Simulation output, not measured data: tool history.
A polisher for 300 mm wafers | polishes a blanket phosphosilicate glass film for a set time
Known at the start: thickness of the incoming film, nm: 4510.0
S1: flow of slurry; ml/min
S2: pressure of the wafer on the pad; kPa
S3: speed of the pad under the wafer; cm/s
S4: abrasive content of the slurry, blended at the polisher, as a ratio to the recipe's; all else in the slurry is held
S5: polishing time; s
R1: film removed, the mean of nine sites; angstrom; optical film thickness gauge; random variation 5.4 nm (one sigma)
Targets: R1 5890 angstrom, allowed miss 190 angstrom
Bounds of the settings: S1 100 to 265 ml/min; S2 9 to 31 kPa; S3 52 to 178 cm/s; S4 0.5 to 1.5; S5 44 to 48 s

| run | day | S1 | S2 | S3 | S4 | S5 | R1 |
|---|---|---|---|---|---|---|---|
| 1 | 0 | 170 | 20 | 114 | 1 | 48 | 3837.9 |
| 2 | 0.054 | 170 | 20 | 92 | 1 | 48 | 3232.5 |
| 3 | 0.25 | 170 | 15.9 | 92 | 1 | 48 | 2758.7 |
| 4 | 0.504 | 175 | 20.7 | 98 | 1 | 48 | 3449.5 |
| 5 | 0.671 | 175 | 20.7 | 76 | 1 | 48 | 2849.1 |
| 6 | 1.038 | 175 | 23.4 | 88 | 1 | 48 | 3486.1 |
| 7 | 1.308 | 175 | 25.5 | 98 | 1 | 48 | 4042 |
| 8 | 1.471 | 175 | 25.5 | 98 | 1 | 48 | 4046.4 |
| 9 | 1.583 | 175 | 26.9 | 104 | 1 | 48 | 4457.6 |
| 10 | 1.804 | 200 | 31 | 116 | 1 | 48 | 5495.6 |
| 11 | 2.138 | 200 | 31 | 118 | 1 | 48 | 5554.4 |
| 12 | 2.458 | 200 | 31 | 120 | 1 | 48 | 5619.7 |
| 13 | 2.746 | 200 | 31 | 120 | 1 | 48 | 5738.6 |

Which of these 4 next moves meets every target?
| A | 3.033 | 235 | 29 | 114 | 1.05 | 48 | ? |
| B | 3.033 | 220 | 29.6 | 130 | 1.05 | 44 | ? |
| C | 3.033 | 220 | 30.3 | 118 | 1.1 | 44 | ? |
| D | 3.033 | 200 | 29 | 144 | 1.05 | 45 | ? |

| move | R1 |
|---|---|
| A | 5334.1 |
| B | 5493.7 |
| C | 5305.8 |
| D | 5921.9 |
A: further off than the last run
B: further off than the last run
C: further off than the last run
D: meets every target
The right move is D.
